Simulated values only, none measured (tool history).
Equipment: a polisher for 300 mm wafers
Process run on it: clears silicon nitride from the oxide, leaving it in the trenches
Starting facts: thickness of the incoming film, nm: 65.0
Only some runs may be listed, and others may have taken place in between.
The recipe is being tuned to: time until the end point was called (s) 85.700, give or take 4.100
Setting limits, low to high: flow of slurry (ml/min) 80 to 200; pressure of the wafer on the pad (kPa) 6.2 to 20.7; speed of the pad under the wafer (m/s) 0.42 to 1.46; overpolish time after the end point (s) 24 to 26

run,hour,flow of slurry (ml/min),pressure of the wafer on the pad (kPa),speed of the pad under the wafer (m/s),overpolish time after the end point (s),time until the end point was called (s)
1,0.0,130,13.1,0.94,24,127.160
2,2.0,130,13.1,1.12,24,109.280
3,8.4,130,13.8,1.12,24,104.910
4,9.4,130,12.4,1.12,24,113.870
5,10.4,150,12.4,1.12,24,115.060
6,11.8,150,13.1,1.12,24,109.210
7,17.5,150,13.8,1.12,24,106.780
8,23.1,150,14.5,1.12,24,98.174
9,30.1,150,15.2,1.12,24,93.822
10,36.2,150,15.9,1.12,24,92.397

Exercise: of the 5 proposed moves below, exactly one satisfies all targets within the stated allowed misses. Which move is it?
A,42.3,140,15.9,1.12,24,?
B,42.3,150,14.5,1.18,26,?
C,42.3,145,15.2,1.40,24,?
D,42.3,175,15.9,1.18,26,?
E,42.3,140,16.5,1.06,26,?

move,time until the end point was called (s)
A,91.707
B,93.473
C,77.015
D,84.062
E,92.885
A: an improvement on the last run, though not all results are within tolerance
B: moves away from the targets compared with the last run
C: the result that was furthest off in the last run now lies on the other side of its target
D: every result within its allowed miss
E: moves away from the targets compared with the last run
D is the move that brings every result within its allowed miss.

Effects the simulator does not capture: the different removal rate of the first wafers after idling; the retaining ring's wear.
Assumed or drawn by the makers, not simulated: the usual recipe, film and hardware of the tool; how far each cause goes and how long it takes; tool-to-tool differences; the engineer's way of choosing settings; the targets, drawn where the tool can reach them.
